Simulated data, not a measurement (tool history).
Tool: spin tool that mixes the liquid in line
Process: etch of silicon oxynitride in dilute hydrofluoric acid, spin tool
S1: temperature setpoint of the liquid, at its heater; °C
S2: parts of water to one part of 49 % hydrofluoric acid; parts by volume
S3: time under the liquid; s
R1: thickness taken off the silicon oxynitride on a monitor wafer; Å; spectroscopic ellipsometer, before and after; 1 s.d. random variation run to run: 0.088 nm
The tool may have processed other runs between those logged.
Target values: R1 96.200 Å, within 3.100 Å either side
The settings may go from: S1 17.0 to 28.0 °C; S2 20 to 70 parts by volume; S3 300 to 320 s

{"run": 1, "hour": 0.0, "S1": 20.0, "S2": 40, "S3": 300, "R1": 147.56}
{"run": 2, "hour": 5.2, "S1": 20.0, "S2": 50, "S3": 300, "R1": 118.2}
{"run": 3, "hour": 13.2, "S1": 20.0, "S2": 50, "S3": 300, "R1": 120.25}
{"run": 4, "hour": 20.0, "S1": 19.0, "S2": 50, "S3": 300, "R1": 111.81}
{"run": 5, "hour": 25.0, "S1": 19.0, "S2": 50, "S3": 300, "R1": 112.61}
{"run": 6, "hour": 28.3, "S1": 17.5, "S2": 50, "S3": 300, "R1": 104.18}
{"run": 7, "hour": 35.8, "S1": 17.0, "S2": 50, "S3": 300, "R1": 102.36}
{"run": 8, "hour": 41.5, "S1": 17.0, "S2": 55, "S3": 300, "R1": 91.578}

Next run, 4 choices. One meets every target within its allowed miss, the rest don't. Which?
{"run": "A", "hour": 47.2, "S1": 18.5, "S2": 65, "S3": 300, "R1": "?"}
{"run": "B", "hour": 47.2, "S1": 17.0, "S2": 60, "S3": 300, "R1": "?"}
{"run": "C", "hour": 47.2, "S1": 17.0, "S2": 60, "S3": 310, "R1": "?"}
{"run": "D", "hour": 47.2, "S1": 19.5, "S2": 60, "S3": 300, "R1": "?"}

move=A R1=83.520
move=B R1=84.175
move=C R1=86.981
move=D R1=95.506
A: moves away from the targets compared with the last run
B: moves away from the targets compared with the last run
C: moves away from the targets compared with the last run
D: every result lands within tolerance
So the answer is move D, the one that meets all the targets.
